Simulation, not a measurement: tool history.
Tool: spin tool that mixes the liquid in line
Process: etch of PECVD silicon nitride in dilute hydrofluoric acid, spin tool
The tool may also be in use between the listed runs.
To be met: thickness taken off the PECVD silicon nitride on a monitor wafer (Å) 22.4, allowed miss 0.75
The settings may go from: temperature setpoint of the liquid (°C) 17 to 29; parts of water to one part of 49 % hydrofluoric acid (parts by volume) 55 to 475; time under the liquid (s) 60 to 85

run,hour,temperature setpoint of the liquid (°C),parts of water to one part of 49 % hydrofluoric acid (parts by volume),time under the liquid (s),thickness taken off the PECVD silicon nitride on a monitor wafer (Å)
1,0,21,265,85,16.409
2,3,22,265,85,17.434
3,8.3,24,265,85,19.714
4,12.8,21,265,85,16.373
5,17.3,21,265,85,16.374
6,26.4,21,265,85,16.5
7,30,22,265,85,17.531
8,34.6,22.5,265,85,17.94
9,38.7,23,265,85,18.814
10,45.6,23.5,265,85,19.402
11,47.1,23.5,265,85,18.941
12,52.7,26.5,260,85,23.915

Which of these 5 next moves meets every target?
A,58.3,27.5,190,60,?
B,58.3,26,210,80,?
C,58.3,29,280,70,?
D,58.3,28,295,80,?
E,58.3,26,270,85,?

move,thickness taken off the PECVD silicon nitride on a monitor wafer (Å)
A,24.463
B,26.908
C,20.979
D,21.45
E,22.18
A: further off than the last run
B: further off than the last run
C: takes the result that was furthest off past its target
D: takes the result that was furthest off past its target
E: meets every target
Answer: E
